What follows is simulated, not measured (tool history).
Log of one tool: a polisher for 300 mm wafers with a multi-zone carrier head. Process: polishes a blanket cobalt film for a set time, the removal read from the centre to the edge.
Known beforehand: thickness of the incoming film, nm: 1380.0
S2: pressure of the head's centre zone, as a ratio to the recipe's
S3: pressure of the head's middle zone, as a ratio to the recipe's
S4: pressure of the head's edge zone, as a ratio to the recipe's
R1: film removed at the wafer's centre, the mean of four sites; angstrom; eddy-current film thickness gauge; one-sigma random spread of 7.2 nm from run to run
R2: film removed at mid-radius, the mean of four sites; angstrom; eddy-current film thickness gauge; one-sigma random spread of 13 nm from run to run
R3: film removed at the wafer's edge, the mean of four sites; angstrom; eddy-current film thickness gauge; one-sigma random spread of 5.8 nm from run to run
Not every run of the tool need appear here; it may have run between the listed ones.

{"run": 1, "hour": 0.0, "flow of slurry (ml/min)": 295, "S2": 1.0, "S3": 1.0, "S4": 1.0, "polishing time (s)": 74, "R1": 5484.7, "R2": 5457.2, "R3": 5466.8}
{"run": 2, "hour": 5.1, "flow of slurry (ml/min)": 295, "S2": 1.0, "S3": 0.95, "S4": 1.0, "polishing time (s)": 74, "R1": 5461.0, "R2": 5384.5, "R3": 5502.9}
{"run": 3, "hour": 8.3, "flow of slurry (ml/min)": 300, "S2": 0.99, "S3": 0.97, "S4": 1.0, "polishing time (s)": 77, "R1": 5618.0, "R2": 5674.9, "R3": 5696.9}
{"run": 4, "hour": 16.8, "flow of slurry (ml/min)": 305, "S2": 0.99, "S3": 0.99, "S4": 1.0, "polishing time (s)": 79, "R1": 5788.6, "R2": 6011.9, "R3": 5841.4}
{"run": 5, "hour": 25.4, "flow of slurry (ml/min)": 310, "S2": 0.99, "S3": 1.0, "S4": 1.01, "polishing time (s)": 81, "R1": 5847.1, "R2": 6063.2, "R3": 6053.7}
{"run": 6, "hour": 31.0, "flow of slurry (ml/min)": 355, "S2": 0.99, "S3": 1.0, "S4": 1.01, "polishing time (s)": 81, "R1": 5962.4, "R2": 6334.3, "R3": 6122.4}
{"run": 7, "hour": 39.1, "flow of slurry (ml/min)": 405, "S2": 1.04, "S3": 1.1, "S4": 1.11, "polishing time (s)": 96, "R1": 7610.2, "R2": 8010.5, "R3": 7631.3}

Expected results for the next run?
{"run": 8, "hour": 40.6, "flow of slurry (ml/min)": 405, "S2": 1.04, "S3": 1.11, "S4": 1.11, "polishing time (s)": 96, "R1": "?", "R2": "?", "R3": "?"}

{"run 8": {"R1": 7578.8, "R2": 7987.7, "R3": 7660.7}}

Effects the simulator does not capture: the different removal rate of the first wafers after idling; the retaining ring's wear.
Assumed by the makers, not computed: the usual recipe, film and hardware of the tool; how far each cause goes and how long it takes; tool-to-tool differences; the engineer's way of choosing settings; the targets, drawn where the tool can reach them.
